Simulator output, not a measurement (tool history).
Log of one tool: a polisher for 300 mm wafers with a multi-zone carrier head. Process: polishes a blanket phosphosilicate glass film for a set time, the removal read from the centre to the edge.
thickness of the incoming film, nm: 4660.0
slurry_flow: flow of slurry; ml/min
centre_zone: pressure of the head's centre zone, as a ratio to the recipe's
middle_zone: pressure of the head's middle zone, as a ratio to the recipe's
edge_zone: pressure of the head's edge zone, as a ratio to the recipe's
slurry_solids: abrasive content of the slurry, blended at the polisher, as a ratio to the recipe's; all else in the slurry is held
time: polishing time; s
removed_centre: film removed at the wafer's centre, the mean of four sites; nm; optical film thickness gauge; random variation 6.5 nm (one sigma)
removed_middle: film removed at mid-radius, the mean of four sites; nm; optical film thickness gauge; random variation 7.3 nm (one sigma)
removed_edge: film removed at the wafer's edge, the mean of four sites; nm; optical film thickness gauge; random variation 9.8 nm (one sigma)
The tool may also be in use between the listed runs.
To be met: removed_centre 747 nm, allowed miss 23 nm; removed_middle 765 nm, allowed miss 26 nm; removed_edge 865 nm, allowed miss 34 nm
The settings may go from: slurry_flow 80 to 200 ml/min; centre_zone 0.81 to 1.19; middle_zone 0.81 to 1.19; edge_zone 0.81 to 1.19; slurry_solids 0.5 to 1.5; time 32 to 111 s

Run 1, hour 0: slurry_flow 130 ml/min, centre_zone 1, middle_zone 1, edge_zone 1, slurry_solids 1, time 71 s. Result: removed_centre 597.36 nm, removed_middle 615.08 nm, removed_edge 621.47 nm.
Run 2, hour 6.6: slurry_flow 140 ml/min, centre_zone 0.99, middle_zone 0.99, edge_zone 1.06, slurry_solids 1.15, time 71 s. Result: removed_centre 648.07 nm, removed_middle 650.7 nm, removed_edge 690.25 nm.
Run 3, hour 15.4: slurry_flow 130 ml/min, centre_zone 0.99, middle_zone 0.99, edge_zone 1.06, slurry_solids 1.15, time 71 s. Result: removed_centre 645.51 nm, removed_middle 658.61 nm, removed_edge 685.98 nm.
Run 4, hour 22.7: slurry_flow 160 ml/min, centre_zone 0.99, middle_zone 0.99, edge_zone 1.06, slurry_solids 1.15, time 71 s. Result: removed_centre 669 nm, removed_middle 662.02 nm, removed_edge 695.54 nm.
Run 5, hour 29: slurry_flow 150 ml/min, centre_zone 0.97, middle_zone 0.98, edge_zone 1.09, slurry_solids 1.25, time 72 s. Result: removed_centre 668.77 nm, removed_middle 683.86 nm, removed_edge 713.65 nm.
Run 6, hour 33.9: slurry_flow 150 ml/min, centre_zone 0.93, middle_zone 0.98, edge_zone 1.09, slurry_solids 1.25, time 72 s. Result: removed_centre 646.58 nm, removed_middle 686.07 nm, removed_edge 729.78 nm.
Run 7, hour 36.8: slurry_flow 185 ml/min, centre_zone 0.93, middle_zone 0.94, edge_zone 1.19, slurry_solids 1.45, time 73 s. Result: removed_centre 706.16 nm, removed_middle 739.85 nm, removed_edge 838.91 nm.
Run 8, hour 40.3: slurry_flow 185 ml/min, centre_zone 0.94, middle_zone 0.94, edge_zone 1.19, slurry_solids 1.45, time 73 s. Result: removed_centre 734.7 nm, removed_middle 735.67 nm, removed_edge 849.62 nm.

Which of these 4 next moves meets every target?
Run A, hour 43.8: slurry_flow 200 ml/min, centre_zone 0.96, middle_zone 0.98, edge_zone 1.06, slurry_solids 1.25, time 83 s. Result: removed_centre ?, removed_middle ?, removed_edge ?.
Run B, hour 43.8: slurry_flow 190 ml/min, centre_zone 1.03, middle_zone 1.08, edge_zone 1.06, slurry_solids 1.5, time 71 s. Result: removed_centre ?, removed_middle ?, removed_edge ?.
Run C, hour 43.8: slurry_flow 185 ml/min, centre_zone 0.93, middle_zone 1, edge_zone 1.16, slurry_solids 1.5, time 76 s. Result: removed_centre ?, removed_middle ?, removed_edge ?.
Run D, hour 43.8: slurry_flow 200 ml/min, centre_zone 0.92, middle_zone 0.93, edge_zone 1.16, slurry_solids 1.3, time 78 s. Result: removed_centre ?, removed_middle ?, removed_edge ?.

move  removed_centre  removed_middle  removed_edge
   A          810.51          816.75        851.92
   B          787.31          804.16        773.12
   C          759.19           803.6        864.88
   D          741.25          745.47        851.04
A: takes the result that was furthest off past its target
B: takes the result that was furthest off past its target
C: takes the result that was furthest off past its target
D: meets every target
Answer: D
